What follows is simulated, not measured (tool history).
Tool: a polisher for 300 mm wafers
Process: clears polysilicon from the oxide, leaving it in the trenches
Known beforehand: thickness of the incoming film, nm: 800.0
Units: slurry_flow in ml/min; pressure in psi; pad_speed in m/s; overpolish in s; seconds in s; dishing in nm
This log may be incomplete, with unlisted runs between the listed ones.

run,hour,slurry_flow,pressure,pad_speed,overpolish,seconds,dishing
1,0,220,2.2,1.14,22,56.213,71.411
2,7.8,220,2.5,1.14,22,50.305,70.597
3,13.3,220,2.2,1.14,22,56.944,70.099
4,21.2,220,2.4,1.14,17,51.498,68.702
5,27.2,220,2.4,1.14,9,52.134,59.57
6,29,220,2.4,1.14,12,53.141,63.48
7,37,220,2.6,1.14,12,49.281,68.301

Run 8 comes next. What will it give?
8,44.7,230,2.3,1.46,7,?,?

{"run 8": {"seconds": 42.806, "dishing": 58.679}}
